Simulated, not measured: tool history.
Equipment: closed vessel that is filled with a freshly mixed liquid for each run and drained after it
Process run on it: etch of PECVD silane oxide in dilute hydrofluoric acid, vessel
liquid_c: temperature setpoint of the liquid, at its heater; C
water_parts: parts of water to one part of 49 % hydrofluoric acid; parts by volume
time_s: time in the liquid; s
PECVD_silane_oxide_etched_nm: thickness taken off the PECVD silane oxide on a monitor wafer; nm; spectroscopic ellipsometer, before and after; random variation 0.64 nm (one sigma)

| run | day | liquid_c | water_parts | time_s | PECVD_silane_oxide_etched_nm |
|---|---|---|---|---|---|
| 1 | 0 | 21 | 175 | 480 | 82.123 |
| 2 | 0.275 | 22 | 170 | 480 | 88.248 |
| 3 | 0.621 | 22 | 170 | 515 | 95.121 |
| 4 | 0.946 | 22 | 170 | 515 | 94.919 |
| 5 | 1.271 | 19.5 | 170 | 515 | 86.616 |
| 6 | 1.646 | 19.5 | 170 | 515 | 86.268 |
| 7 | 2.029 | 20.5 | 170 | 515 | 89.978 |
| 8 | 2.288 | 24.5 | 145 | 515 | 125.75 |
| 9 | 2.617 | 25 | 145 | 515 | 128.79 |
| 10 | 2.838 | 25.5 | 145 | 515 | 130.64 |
| 11 | 3.042 | 26.5 | 145 | 515 | 136.27 |

Predict the results of run 12:
| 12 | 3.279 | 27 | 145 | 515 | ? |

Run 12 yielded PECVD_silane_oxide_etched_nm 138.31 nm.
